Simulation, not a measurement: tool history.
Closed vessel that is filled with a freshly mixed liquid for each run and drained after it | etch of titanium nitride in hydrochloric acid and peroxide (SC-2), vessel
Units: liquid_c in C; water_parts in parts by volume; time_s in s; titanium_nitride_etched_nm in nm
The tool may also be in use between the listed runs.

run	hour	liquid_c	water_parts	time_s	titanium_nitride_etched_nm
1	0	54	6.5	715	37.402
2	0.7	53	6.5	715	34.946
3	7.3	53	5.5	715	39.858
4	11.2	58	5.5	715	54.998
5	14.9	64	5.5	715	79.672
6	17.9	67.5	5.5	715	97.942

Forecast run 7:
7	20.2	64.5	5.5	715	?

titanium_nitride_etched_nm: 82.234 nm
